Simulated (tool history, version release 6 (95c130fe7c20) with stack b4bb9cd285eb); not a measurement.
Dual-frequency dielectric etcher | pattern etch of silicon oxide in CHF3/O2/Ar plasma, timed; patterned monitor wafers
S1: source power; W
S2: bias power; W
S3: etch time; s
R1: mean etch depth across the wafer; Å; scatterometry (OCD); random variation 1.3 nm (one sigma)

run,day,S1,S2,S3,R1
1,0,820,224,251,5947.8
2,0.242,820,224,230.5,5471.5
3,0.421,760,213,230.5,5163.2
4,0.462,760,213,230.5,5158.1
5,0.525,720,211,230.5,4992.2
6,0.617,810,211,230.5,5262.5
7,0.883,760,208,230.5,5086.3

Run 8 comes next. What will it give?
8,0.996,720,206,230.5,?

R1: 4918.2 Å
